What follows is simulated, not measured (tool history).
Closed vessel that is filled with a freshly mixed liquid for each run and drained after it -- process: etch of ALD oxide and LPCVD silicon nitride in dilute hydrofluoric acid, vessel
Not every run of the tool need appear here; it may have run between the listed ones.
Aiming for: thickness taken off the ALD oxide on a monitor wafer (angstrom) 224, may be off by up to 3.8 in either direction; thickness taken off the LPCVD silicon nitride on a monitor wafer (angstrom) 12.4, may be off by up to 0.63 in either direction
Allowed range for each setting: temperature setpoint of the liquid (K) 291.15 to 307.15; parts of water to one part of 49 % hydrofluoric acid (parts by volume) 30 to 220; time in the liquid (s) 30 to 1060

run  hour  temperature setpoint of the liquid (K)  parts of water to one part of 49 % hydrofluoric acid (parts by volume)  time in the liquid (s)  thickness taken off the ALD oxide on a monitor wafer (angstrom)  thickness taken off the LPCVD silicon nitride on a monitor wafer (angstrom)
  1     0                                  299.15                                                                     125                     540                                                           481.96                                                                       23.401
  2   3.7                                  299.15                                                                     125                     725                                                           641.44                                                                       31.452
  3   8.7                                  299.15                                                                     125                     570                                                           504.17                                                                       25.405
  4  12.1                                  299.15                                                                     125                     490                                                           439.18                                                                        21.52
  5  19.3                                  299.15                                                                     125                     625                                                           548.74                                                                       27.196
  6  22.7                                  302.65                                                                     125                     625                                                           632.75                                                                       34.231
  7  25.6                                  301.65                                                                     145                     630                                                           513.29                                                                       28.145
  8  33.2                                  300.65                                                                     160                     640                                                           448.63                                                                        23.81
  9  39.5                                  300.15                                                                     210                     540                                                           265.32                                                                       14.866
 10  43.4                                  299.65                                                                     210                     535                                                           259.75                                                                       13.843
 11  51.6                                  299.65                                                                     210                     525                                                           256.59                                                                       13.865
 12  58.8                                  299.65                                                                     210                     525                                                           255.42                                                                        14.07
 13  61.2                                  299.65                                                                     210                     520                                                            251.1                                                                       13.557
 14  66.5                                  299.65                                                                     210                     515                                                           247.54                                                                       13.594
 15  74.9                                  299.15                                                                     220                     525                                                           237.33                                                                       12.944
 16  76.5                                  299.15                                                                     220                     520                                                           233.88                                                                       12.487
 17  78.5                                  299.15                                                                     220                     515                                                           231.86                                                                       12.839

Which one of the following 4 next-run settings gets every result inside its allowed miss? There is exactly one.
  A  80.5                                  296.65                                                                     220                     545                                                                ?                                                                            ?
  B  80.5                                  299.65                                                                     205                     485                                                                ?                                                                            ?
  C  80.5                                  301.15                                                                     220                     445                                                                ?                                                                            ?
  D  80.5                                  300.15                                                                     210                     450                                                                ?                                                                            ?

move  thickness taken off the ALD oxide on a monitor wafer (angstrom)  thickness taken off the LPCVD silicon nitride on a monitor wafer (angstrom)
   A                                                           224.38                                                                       11.511
   B                                                           242.83                                                                       13.251
   C                                                            215.2                                                                       12.409
   D                                                           222.63                                                                       12.375
A: gets the furthest-off result to its target, but another result is out of tolerance
B: lands further from the targets than the last run did
C: takes the result that was furthest off past its target
D: meets every target
The right move is D.

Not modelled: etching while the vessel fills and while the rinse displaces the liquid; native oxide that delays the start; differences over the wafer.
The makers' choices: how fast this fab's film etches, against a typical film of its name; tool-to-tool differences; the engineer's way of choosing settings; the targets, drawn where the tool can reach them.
